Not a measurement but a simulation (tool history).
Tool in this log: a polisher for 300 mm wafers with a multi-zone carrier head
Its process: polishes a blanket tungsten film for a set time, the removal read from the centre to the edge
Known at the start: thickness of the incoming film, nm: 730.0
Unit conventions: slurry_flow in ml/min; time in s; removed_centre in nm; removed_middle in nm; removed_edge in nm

run 1 hour=0 | slurry_flow=300 centre_zone=1 middle_zone=1 edge_zone=1 slurry_solids=1 time=44 | removed_centre=240.2 removed_middle=245.74 removed_edge=243.22
run 2 hour=0.9 | slurry_flow=305 centre_zone=1.01 middle_zone=1.02 edge_zone=1.01 slurry_solids=1.05 time=45 | removed_centre=249.6 removed_middle=262.55 removed_edge=246.03
run 3 hour=2.7 | slurry_flow=305 centre_zone=1.01 middle_zone=1.02 edge_zone=1.01 slurry_solids=1.1 time=46 | removed_centre=260.85 removed_middle=269.13 removed_edge=264.92
run 4 hour=9.8 | slurry_flow=305 centre_zone=0.93 middle_zone=1.02 edge_zone=1.01 slurry_solids=1.1 time=46 | removed_centre=244.91 removed_middle=269.24 removed_edge=266.16
run 5 hour=13.3 | slurry_flow=355 centre_zone=0.93 middle_zone=1.02 edge_zone=1.01 slurry_solids=1.1 time=46 | removed_centre=253.75 removed_middle=274.27 removed_edge=268.13
run 6 hour=14.9 | slurry_flow=360 centre_zone=0.94 middle_zone=1.03 edge_zone=1.01 slurry_solids=1.15 time=46 | removed_centre=250.79 removed_middle=281.27 removed_edge=272.49
run 7 hour=16.6 | slurry_flow=360 centre_zone=0.96 middle_zone=1.04 edge_zone=1 slurry_solids=1.2 time=47 | removed_centre=270.87 removed_middle=295.46 removed_edge=280.78
run 8 hour=23.6 | slurry_flow=360 centre_zone=0.97 middle_zone=1.05 edge_zone=1 slurry_solids=1.25 time=47 | removed_centre=280.64 removed_middle=301.9 removed_edge=291.99
run 9 hour=28.6 | slurry_flow=365 centre_zone=0.98 middle_zone=1.07 edge_zone=1 slurry_solids=1.25 time=47 | removed_centre=280.24 removed_middle=301.96 removed_edge=282.05
run 10 hour=37 | slurry_flow=370 centre_zone=0.99 middle_zone=1.08 edge_zone=1 slurry_solids=1.3 time=47 | removed_centre=290.09 removed_middle=316.89 removed_edge=292.6
run 11 hour=38.8 | slurry_flow=370 centre_zone=1 middle_zone=1.09 edge_zone=1 slurry_solids=1.3 time=47 | removed_centre=291.91 removed_middle=318.12 removed_edge=291.71
run 12 hour=45.1 | slurry_flow=370 centre_zone=1.01 middle_zone=1.1 edge_zone=1 slurry_solids=1.3 time=47 | removed_centre=295.11 removed_middle=320.98 removed_edge=282.97

What will run 13 give?
run 13 hour=51.1 | slurry_flow=375 centre_zone=1.03 middle_zone=1.12 edge_zone=1.01 slurry_solids=1.4 time=48 | removed_centre=? removed_middle=? removed_edge=?

Run 13 yielded removed_centre 308.58 nm, removed_middle 338.1 nm, removed_edge 296.23 nm.
